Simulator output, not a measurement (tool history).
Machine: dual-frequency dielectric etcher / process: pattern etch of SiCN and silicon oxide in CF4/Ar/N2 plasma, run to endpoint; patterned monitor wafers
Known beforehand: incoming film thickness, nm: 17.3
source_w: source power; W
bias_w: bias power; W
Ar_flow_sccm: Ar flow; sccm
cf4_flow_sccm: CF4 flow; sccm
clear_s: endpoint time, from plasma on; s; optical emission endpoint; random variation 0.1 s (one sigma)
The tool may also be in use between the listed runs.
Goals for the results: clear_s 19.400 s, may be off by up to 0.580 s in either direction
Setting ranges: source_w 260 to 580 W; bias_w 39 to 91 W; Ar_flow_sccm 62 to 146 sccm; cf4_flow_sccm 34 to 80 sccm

Run 1, day 0.000: source_w 420 W, bias_w 65 W, Ar_flow_sccm 104 sccm, cf4_flow_sccm 57 sccm. Result: clear_s 22.188 s.
Run 2, day 0.162: source_w 360 W, bias_w 65 W, Ar_flow_sccm 104 sccm, cf4_flow_sccm 57 sccm. Result: clear_s 25.978 s.
Run 3, day 0.321: source_w 360 W, bias_w 65 W, Ar_flow_sccm 117 sccm, cf4_flow_sccm 57 sccm. Result: clear_s 26.406 s.
Run 4, day 0.354: source_w 370 W, bias_w 65 W, Ar_flow_sccm 117 sccm, cf4_flow_sccm 57 sccm. Result: clear_s 25.636 s.
Run 5, day 0.538: source_w 380 W, bias_w 65 W, Ar_flow_sccm 117 sccm, cf4_flow_sccm 57 sccm. Result: clear_s 24.941 s.
At day 0.792: Ar flow controller replaced.
Run 6, day 0.792: source_w 410 W, bias_w 65 W, Ar_flow_sccm 117 sccm, cf4_flow_sccm 57 sccm. Result: clear_s 23.374 s.
Run 7, day 1.088: source_w 420 W, bias_w 65 W, Ar_flow_sccm 117 sccm, cf4_flow_sccm 57 sccm. Result: clear_s 22.736 s.
Run 8, day 1.108: source_w 430 W, bias_w 65 W, Ar_flow_sccm 117 sccm, cf4_flow_sccm 57 sccm. Result: clear_s 22.364 s.
Run 9, day 1.467: source_w 440 W, bias_w 65 W, Ar_flow_sccm 117 sccm, cf4_flow_sccm 57 sccm. Result: clear_s 21.855 s.

Next run, 5 choices. One meets every target within its allowed miss, the rest don't. Which?
Run A, day 1.825: source_w 440 W, bias_w 68 W, Ar_flow_sccm 115 sccm, cf4_flow_sccm 59 sccm. Result: clear_s ?.
Run B, day 1.825: source_w 400 W, bias_w 58 W, Ar_flow_sccm 113 sccm, cf4_flow_sccm 54 sccm. Result: clear_s ?.
Run C, day 1.825: source_w 500 W, bias_w 55 W, Ar_flow_sccm 113 sccm, cf4_flow_sccm 69 sccm. Result: clear_s ?.
Run D, day 1.825: source_w 410 W, bias_w 53 W, Ar_flow_sccm 115 sccm, cf4_flow_sccm 55 sccm. Result: clear_s ?.
Run E, day 1.825: source_w 370 W, bias_w 65 W, Ar_flow_sccm 122 sccm, cf4_flow_sccm 60 sccm. Result: clear_s ?.

move  clear_s
   A   21.041
   B   25.298
   C   19.452
   D   25.610
   E   25.567
A: gains on the last run, yet a result remains outside its allowed miss
B: lands further from the targets than the last run did
C: in spec on every target
D: lands further from the targets than the last run did
E: lands further from the targets than the last run did
Correct choice: C, which meets every target
